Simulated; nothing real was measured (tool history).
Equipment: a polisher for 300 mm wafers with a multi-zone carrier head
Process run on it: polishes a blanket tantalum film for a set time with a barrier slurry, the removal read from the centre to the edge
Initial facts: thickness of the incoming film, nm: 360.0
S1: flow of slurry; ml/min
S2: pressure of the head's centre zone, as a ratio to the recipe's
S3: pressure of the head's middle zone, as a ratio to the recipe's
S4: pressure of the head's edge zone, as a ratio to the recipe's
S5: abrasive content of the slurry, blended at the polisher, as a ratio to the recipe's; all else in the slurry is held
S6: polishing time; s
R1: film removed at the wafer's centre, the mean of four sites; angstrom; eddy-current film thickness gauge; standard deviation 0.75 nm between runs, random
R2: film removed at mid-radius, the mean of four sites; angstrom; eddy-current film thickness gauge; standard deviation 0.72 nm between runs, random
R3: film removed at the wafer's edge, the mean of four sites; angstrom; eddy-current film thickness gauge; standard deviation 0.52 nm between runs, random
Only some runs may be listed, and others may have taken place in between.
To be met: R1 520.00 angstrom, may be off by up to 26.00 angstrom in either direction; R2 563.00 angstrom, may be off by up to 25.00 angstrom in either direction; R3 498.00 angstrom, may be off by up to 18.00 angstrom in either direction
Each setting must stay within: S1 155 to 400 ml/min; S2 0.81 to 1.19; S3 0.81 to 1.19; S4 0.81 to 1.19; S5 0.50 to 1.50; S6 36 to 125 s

| run | hour | S1 | S2 | S3 | S4 | S5 | S6 | R1 | R2 | R3 |
|---|---|---|---|---|---|---|---|---|---|---|
| 1 | 0.0 | 255 | 1.00 | 1.00 | 1.00 | 1.00 | 80 | 1160.20 | 1148.30 | 1159.70 |
| 2 | 4.1 | 255 | 1.00 | 0.93 | 1.00 | 1.00 | 80 | 1150.10 | 1096.20 | 1175.90 |
| 3 | 10.4 | 315 | 1.00 | 0.93 | 1.00 | 1.00 | 80 | 1192.20 | 1104.20 | 1158.60 |
| 4 | 16.9 | 340 | 0.95 | 0.93 | 0.94 | 0.85 | 67 | 910.60 | 873.98 | 915.28 |
| 5 | 24.8 | 340 | 0.95 | 0.93 | 0.94 | 1.05 | 67 | 986.23 | 936.58 | 984.98 |
| 6 | 29.6 | 400 | 0.95 | 0.93 | 0.94 | 1.05 | 67 | 986.97 | 970.33 | 990.11 |
| 7 | 32.4 | 355 | 0.94 | 0.98 | 0.90 | 0.90 | 58 | 798.90 | 823.53 | 779.41 |
| 8 | 36.0 | 355 | 0.93 | 0.99 | 0.88 | 0.80 | 53 | 689.74 | 703.64 | 670.83 |
| 9 | 39.2 | 350 | 0.92 | 1.01 | 0.86 | 0.70 | 51 | 618.28 | 668.32 | 604.43 |
| 10 | 47.9 | 345 | 0.92 | 1.01 | 0.85 | 0.65 | 50 | 595.81 | 628.72 | 564.91 |
| 11 | 52.6 | 330 | 0.91 | 1.01 | 0.84 | 0.60 | 50 | 558.87 | 587.11 | 537.69 |
| 12 | 57.1 | 320 | 0.91 | 1.02 | 0.83 | 0.60 | 50 | 554.06 | 583.51 | 533.70 |
| 13 | 58.4 | 320 | 0.91 | 1.02 | 0.83 | 0.60 | 50 | 554.27 | 587.59 | 540.10 |

Which of these 4 next moves meets every target?
| A | 59.7 | 355 | 0.86 | 1.18 | 0.83 | 0.60 | 46 | ? | ? | ? |
| B | 59.7 | 360 | 0.90 | 1.03 | 0.81 | 0.70 | 43 | ? | ? | ? |
| C | 59.7 | 285 | 0.91 | 1.00 | 0.95 | 0.60 | 51 | ? | ? | ? |
| D | 59.7 | 195 | 0.81 | 0.90 | 0.90 | 0.75 | 52 | ? | ? | ? |

| move | R1 | R2 | R3 |
|---|---|---|---|
| A | 505.32 | 632.51 | 493.19 |
| B | 527.08 | 572.17 | 496.86 |
| C | 568.73 | 599.22 | 576.08 |
| D | 588.05 | 609.87 | 629.64 |
A: gets the furthest-off result to its target, but another result is out of tolerance
B: all results land within tolerance of their targets
C: further off than the last run
D: further off than the last run
Correct choice: B, which meets every target
